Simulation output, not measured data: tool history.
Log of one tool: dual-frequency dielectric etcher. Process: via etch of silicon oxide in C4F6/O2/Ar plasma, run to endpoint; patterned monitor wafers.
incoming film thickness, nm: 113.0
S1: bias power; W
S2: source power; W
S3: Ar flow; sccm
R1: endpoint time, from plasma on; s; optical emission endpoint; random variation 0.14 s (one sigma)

run,hour,S1,S2,S3,R1
1,0,593,410,387,23.259
2,4.9,682,410,387,22.641
3,5.6,761,410,387,21.869
4,10.9,769,420,385,21.298
5,13.2,676,420,385,22.558
6,16.9,695,430,382,21.958
7,24,695,430,382,21.973
8,31.7,708,440,380,21.688
9,35.8,720,440,379,21.78
10,42.4,734,450,377,21.449
11,45.2,744,450,376,21.326

Forecast run 12:
12,50.9,753,450,375,?

Run 12 gave R1 21.041 s.
